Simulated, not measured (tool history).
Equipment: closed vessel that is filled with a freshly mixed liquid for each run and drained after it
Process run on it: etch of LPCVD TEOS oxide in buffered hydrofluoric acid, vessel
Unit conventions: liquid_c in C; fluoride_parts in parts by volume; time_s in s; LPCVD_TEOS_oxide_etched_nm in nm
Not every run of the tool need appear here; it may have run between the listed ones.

run	hour	liquid_c	fluoride_parts	time_s	LPCVD_TEOS_oxide_etched_nm
1	0.0	24.0	11.5	35	168.61
2	2.7	24.0	14.5	35	132.98
3	7.3	24.0	14.5	35	133.60
4	11.9	24.0	13.0	35	148.39
5	17.1	25.5	13.0	35	161.80
6	18.8	25.5	13.0	35	163.17

Predict the results of run 7:
7	26.9	29.5	9.5	35	?

Run 7 produced LPCVD_TEOS_oxide_etched_nm 267.62 nm.
